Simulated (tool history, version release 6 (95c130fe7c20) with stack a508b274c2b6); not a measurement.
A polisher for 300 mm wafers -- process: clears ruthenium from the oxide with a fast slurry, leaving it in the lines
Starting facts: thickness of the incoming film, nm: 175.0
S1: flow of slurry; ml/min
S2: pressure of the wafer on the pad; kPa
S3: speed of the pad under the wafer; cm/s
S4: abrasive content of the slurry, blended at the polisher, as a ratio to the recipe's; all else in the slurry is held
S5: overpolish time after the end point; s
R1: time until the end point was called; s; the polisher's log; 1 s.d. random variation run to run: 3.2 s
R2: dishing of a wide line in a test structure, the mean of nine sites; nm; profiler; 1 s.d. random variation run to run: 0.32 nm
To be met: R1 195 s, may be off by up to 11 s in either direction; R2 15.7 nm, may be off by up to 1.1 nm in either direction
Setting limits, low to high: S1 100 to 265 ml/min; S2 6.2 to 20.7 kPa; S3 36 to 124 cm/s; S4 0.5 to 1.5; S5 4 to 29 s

run  hour   S1    S2  S3    S4  S5      R1      R2
  1     0  170  13.1  80     1  15  80.478  22.086
  2   2.8  170  13.1  80     1   9  83.203  14.295
  3   3.9  170  13.1  62     1   9  108.32  11.321
  4   5.5  170  13.1  62  0.85   9  114.58  10.653
  5   9.6  130  13.1  62  0.85   9  115.53   10.64
  6  15.2  130    11  60  0.85  13  136.52  12.808
  7    18  130   9.7  58  0.85  15  155.09  12.801
  8  24.4  130     9  58  0.85  17  162.95  13.584
  9  27.5  130   8.3  58  0.85  18  173.07  13.493
 10  28.2  130   7.6  58  0.85  19  183.16  14.008
 11  34.6  130   7.6  58  0.85  20  185.64  14.789
 12  40.8  130   6.9  58  0.85  22  193.82  14.732

5 candidate next runs follow, results not yet known. Just one meets every target within its allowed miss. Identify it.
  A    47  100  6.9  56  1.15  29   ?   ?
  B    47  155  7.6  52   0.9  21   ?   ?
  C    47  125  8.3  50  0.85  20   ?   ?
  D    47  160  7.6  56  0.75  21   ?   ?
  E    47  100  6.2  62  0.95  24   ?   ?

move      R1      R2
   A  188.81   18.33
   B  199.36  13.481
   C  205.28  12.614
   D   199.8  13.455
   E   196.8  15.232
A: takes the biggest miss from the last run beyond its target
B: its largest miss is bigger than the last run's
C: its largest miss is bigger than the last run's
D: its largest miss is bigger than the last run's
E: all results in spec
The right move is E.
